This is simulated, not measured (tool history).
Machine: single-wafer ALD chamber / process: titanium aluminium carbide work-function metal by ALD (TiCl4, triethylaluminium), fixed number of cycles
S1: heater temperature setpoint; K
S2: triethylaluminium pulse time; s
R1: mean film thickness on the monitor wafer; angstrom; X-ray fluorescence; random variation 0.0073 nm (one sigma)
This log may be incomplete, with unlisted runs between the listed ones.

run  hour      S1    S2      R1
  1     0  553.15  8.62  19.353
  2   6.3  548.15  7.58  18.377
  3  13.7  540.15  7.58    17.5
  4  15.6  540.15  9.36   18.26
  5  18.8  540.15  8.09  17.868
  6  21.4  540.15  9.03  18.148

What does the tool deliver on the next run?
  7    30  537.15  8.35   ?

R1: 17.759 angstrom

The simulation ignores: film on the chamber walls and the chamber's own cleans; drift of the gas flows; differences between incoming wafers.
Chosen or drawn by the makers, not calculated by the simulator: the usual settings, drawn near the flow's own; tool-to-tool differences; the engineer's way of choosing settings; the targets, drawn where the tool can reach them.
